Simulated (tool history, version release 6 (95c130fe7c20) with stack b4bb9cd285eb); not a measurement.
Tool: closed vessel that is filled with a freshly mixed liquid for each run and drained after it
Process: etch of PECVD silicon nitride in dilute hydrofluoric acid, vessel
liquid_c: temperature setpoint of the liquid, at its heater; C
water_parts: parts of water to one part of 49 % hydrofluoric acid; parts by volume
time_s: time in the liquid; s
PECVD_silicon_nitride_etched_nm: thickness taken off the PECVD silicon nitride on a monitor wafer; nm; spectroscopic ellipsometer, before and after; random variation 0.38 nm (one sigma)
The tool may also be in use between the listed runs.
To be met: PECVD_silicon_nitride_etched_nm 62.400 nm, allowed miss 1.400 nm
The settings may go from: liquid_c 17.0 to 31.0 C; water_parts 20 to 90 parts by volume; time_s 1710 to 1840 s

| run | day | liquid_c | water_parts | time_s | PECVD_silicon_nitride_etched_nm |
|---|---|---|---|---|---|
| 1 | 0.000 | 23.0 | 50 | 1710 | 54.174 |
| 2 | 0.192 | 23.0 | 50 | 1840 | 59.004 |
| 3 | 0.533 | 23.0 | 40 | 1840 | 73.330 |
| 4 | 0.904 | 22.0 | 40 | 1840 | 67.263 |
| 5 | 0.933 | 24.0 | 40 | 1840 | 78.228 |
| 6 | 1.162 | 27.5 | 40 | 1840 | 97.499 |
| 7 | 1.192 | 27.5 | 40 | 1840 | 97.833 |
| 8 | 1.304 | 25.0 | 40 | 1840 | 83.592 |
| 9 | 1.579 | 25.0 | 40 | 1840 | 83.801 |

Which of these 4 next moves meets every target?
| A | 1.854 | 25.5 | 30 | 1730 | ? |
| B | 1.854 | 21.5 | 45 | 1710 | ? |
| C | 1.854 | 30.5 | 75 | 1810 | ? |
| D | 1.854 | 26.0 | 40 | 1840 | ? |

| move | PECVD_silicon_nitride_etched_nm |
|---|---|
| A | 107.510 |
| B | 54.576 |
| C | 63.324 |
| D | 89.380 |
A: further off than the last run
B: takes the result that was furthest off past its target
C: meets every target
D: further off than the last run
Answer: C

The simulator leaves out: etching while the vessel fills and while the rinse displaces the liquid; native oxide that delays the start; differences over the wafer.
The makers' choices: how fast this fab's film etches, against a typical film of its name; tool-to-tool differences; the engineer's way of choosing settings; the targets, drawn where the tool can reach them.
